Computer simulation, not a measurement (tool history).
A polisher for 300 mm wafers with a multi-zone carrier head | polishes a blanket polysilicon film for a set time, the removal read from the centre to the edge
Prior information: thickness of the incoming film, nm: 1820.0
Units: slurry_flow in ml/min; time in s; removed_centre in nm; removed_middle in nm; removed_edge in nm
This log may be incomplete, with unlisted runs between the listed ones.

| run | day | slurry_flow | centre_zone | middle_zone | edge_zone | time | removed_centre | removed_middle | removed_edge |
|---|---|---|---|---|---|---|---|---|---|
| 1 | 0 | 160 | 1 | 1 | 1 | 70 | 664.24 | 648.11 | 656.68 |
| 2 | 0.292 | 160 | 1 | 1.07 | 1 | 70 | 656.76 | 681.87 | 654.95 |
| 3 | 0.558 | 155 | 0.98 | 1.05 | 0.97 | 67 | 621.32 | 640.37 | 627.24 |
| 4 | 0.588 | 155 | 0.98 | 1.05 | 0.97 | 56 | 514.66 | 540.79 | 515.88 |
| 5 | 0.675 | 155 | 0.98 | 1.05 | 1.05 | 56 | 510.8 | 546.81 | 542.3 |
| 6 | 1 | 155 | 0.98 | 1.05 | 1.13 | 56 | 515.72 | 539.99 | 558.38 |
| 7 | 1.367 | 145 | 0.98 | 1.05 | 1.1 | 55 | 500.77 | 511.05 | 541.07 |
| 8 | 1.458 | 145 | 0.98 | 1.05 | 1.1 | 55 | 495.75 | 527.65 | 534.66 |
| 9 | 1.508 | 135 | 0.99 | 1.05 | 1.08 | 55 | 486.33 | 510.15 | 532.9 |
| 10 | 1.65 | 135 | 0.99 | 1.05 | 1.05 | 55 | 492.93 | 524.68 | 518.56 |
| 11 | 1.721 | 130 | 0.99 | 1.05 | 1.04 | 55 | 484.6 | 515.34 | 512.01 |

Forecast run 12:
| 12 | 2.033 | 125 | 0.99 | 1.05 | 1.03 | 55 | ? | ? | ? |

removed_centre: 487.4 nm
removed_middle: 506.37 nm
removed_edge: 503 nm

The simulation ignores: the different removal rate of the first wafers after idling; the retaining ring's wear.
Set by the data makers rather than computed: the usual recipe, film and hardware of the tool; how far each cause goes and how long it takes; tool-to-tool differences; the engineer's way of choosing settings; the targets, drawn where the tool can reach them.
